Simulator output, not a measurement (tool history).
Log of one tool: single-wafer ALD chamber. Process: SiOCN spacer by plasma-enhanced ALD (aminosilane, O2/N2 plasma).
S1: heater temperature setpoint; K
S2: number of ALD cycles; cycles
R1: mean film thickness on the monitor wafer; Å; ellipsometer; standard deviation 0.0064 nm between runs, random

| run | hour | S1 | S2 | R1 |
|---|---|---|---|---|
| 1 | 0 | 673.15 | 61 | 37.428 |
| 2 | 6.6 | 673.15 | 69 | 42.092 |
| 3 | 11.5 | 673.15 | 66 | 40.265 |
| 4 | 19 | 673.15 | 58 | 35.473 |
| 5 | 23.7 | 673.15 | 66 | 40.29 |
| 6 | 24.7 | 675.15 | 60 | 36.586 |
| 7 | 31.5 | 676.15 | 56 | 33.892 |

What will run 8 give?
| 8 | 39.5 | 676.15 | 56 | ? |

Run 8 measured R1 33.886 Å.

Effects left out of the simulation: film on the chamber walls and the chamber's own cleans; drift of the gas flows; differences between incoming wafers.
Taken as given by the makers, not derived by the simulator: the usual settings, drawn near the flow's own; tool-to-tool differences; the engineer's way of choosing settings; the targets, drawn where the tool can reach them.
